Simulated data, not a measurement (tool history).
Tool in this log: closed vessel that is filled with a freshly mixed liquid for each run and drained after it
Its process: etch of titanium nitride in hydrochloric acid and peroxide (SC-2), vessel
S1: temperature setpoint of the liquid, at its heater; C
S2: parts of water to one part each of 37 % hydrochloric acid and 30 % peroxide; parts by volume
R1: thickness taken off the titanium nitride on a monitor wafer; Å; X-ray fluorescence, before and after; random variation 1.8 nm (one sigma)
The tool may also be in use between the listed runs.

{"run": 1, "hour": 0.0, "S1": 63.0, "S2": 10.0, "time in the liquid (s)": 1730, "R1": 620.72}
{"run": 2, "hour": 2.2, "S1": 63.0, "S2": 7.5, "time in the liquid (s)": 1730, "R1": 792.41}
{"run": 3, "hour": 8.6, "S1": 66.0, "S2": 6.5, "time in the liquid (s)": 1745, "R1": 1072.6}
{"run": 4, "hour": 10.2, "S1": 68.0, "S2": 5.5, "time in the liquid (s)": 1745, "R1": 1379.8}
{"run": 5, "hour": 17.2, "S1": 69.5, "S2": 5.0, "time in the liquid (s)": 1745, "R1": 1641.1}
{"run": 6, "hour": 19.7, "S1": 69.5, "S2": 7.0, "time in the liquid (s)": 1745, "R1": 1265.0}

The next listed run, before its measurement:
{"run": 7, "hour": 27.3, "S1": 72.0, "S2": 4.0, "time in the liquid (s)": 1750, "R1": "?"}

Run 7 produced R1 2204.60 Å.
